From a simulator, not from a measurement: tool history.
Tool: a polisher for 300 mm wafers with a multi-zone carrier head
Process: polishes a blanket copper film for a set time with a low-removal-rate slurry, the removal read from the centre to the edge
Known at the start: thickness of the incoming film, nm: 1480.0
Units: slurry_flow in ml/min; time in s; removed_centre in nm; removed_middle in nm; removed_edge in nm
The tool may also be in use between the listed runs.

run	hour	slurry_flow	centre_zone	middle_zone	edge_zone	slurry_solids	time	removed_centre	removed_middle	removed_edge
1	0	130	1	1	1	1	38	83.537	80.884	84.368
2	1.8	120	0.96	1	0.98	0.9	37	75.271	75.833	79.574
3	9.5	120	0.96	1.04	0.98	0.9	37	76.486	78.572	79.358
4	11.5	120	0.96	1.04	0.98	0.9	31	62.618	66.714	66.32
5	12.5	120	0.96	1.04	0.98	0.8	31	61.906	65.355	64.496
6	15.9	135	0.96	1.04	0.98	0.8	31	64.28	66.118	65.41
7	17.3	125	0.93	1.03	0.97	0.75	31	60.218	64.338	64.026
8	23.6	120	0.91	1.02	0.96	0.75	31	58.592	62.733	63.59
9	26.2	115	0.89	1.02	0.95	0.75	31	57.092	62.249	62.594

Run 10 comes next. What will it give?
10	32.6	80	0.81	1.01	0.97	0.7	31	?	?	?

removed_centre: 46.953 nm
removed_middle: 56.32 nm
removed_edge: 58.607 nm
